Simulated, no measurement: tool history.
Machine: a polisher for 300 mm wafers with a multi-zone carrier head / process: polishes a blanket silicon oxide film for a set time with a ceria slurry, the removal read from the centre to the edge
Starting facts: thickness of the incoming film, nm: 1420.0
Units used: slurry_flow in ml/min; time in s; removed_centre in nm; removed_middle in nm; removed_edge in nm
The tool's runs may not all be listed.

{"run": 1, "hour": 0.0, "slurry_flow": 260, "centre_zone": 1.0, "middle_zone": 1.0, "edge_zone": 1.0, "time": 88, "removed_centre": 546.76, "removed_middle": 528.15, "removed_edge": 534.1}
{"run": 2, "hour": 4.7, "slurry_flow": 260, "centre_zone": 1.0, "middle_zone": 1.0, "edge_zone": 1.0, "time": 109, "removed_centre": 677.19, "removed_middle": 630.54, "removed_edge": 673.6}
{"run": 3, "hour": 13.2, "slurry_flow": 260, "centre_zone": 1.0, "middle_zone": 0.92, "edge_zone": 1.0, "time": 109, "removed_centre": 676.19, "removed_middle": 608.02, "removed_edge": 653.9}
{"run": 4, "hour": 16.5, "slurry_flow": 275, "centre_zone": 1.0, "middle_zone": 0.98, "edge_zone": 1.0, "time": 110, "removed_centre": 677.51, "removed_middle": 632.94, "removed_edge": 653.85}
{"run": 5, "hour": 18.8, "slurry_flow": 275, "centre_zone": 1.0, "middle_zone": 0.98, "edge_zone": 1.0, "time": 127, "removed_centre": 791.01, "removed_middle": 715.62, "removed_edge": 746.4}
{"run": 6, "hour": 25.6, "slurry_flow": 275, "centre_zone": 0.98, "middle_zone": 0.98, "edge_zone": 0.99, "time": 126, "removed_centre": 759.64, "removed_middle": 726.0, "removed_edge": 770.87}
{"run": 7, "hour": 28.3, "slurry_flow": 285, "centre_zone": 0.98, "middle_zone": 0.99, "edge_zone": 0.98, "time": 124, "removed_centre": 757.97, "removed_middle": 707.98, "removed_edge": 731.26}

Expected results for the next run?
{"run": 8, "hour": 33.2, "slurry_flow": 285, "centre_zone": 0.97, "middle_zone": 1.0, "edge_zone": 0.98, "time": 124, "removed_centre": "?", "removed_middle": "?", "removed_edge": "?"}

{"run 8": {"removed_centre": 746.77, "removed_middle": 724.82, "removed_edge": 739.85}}
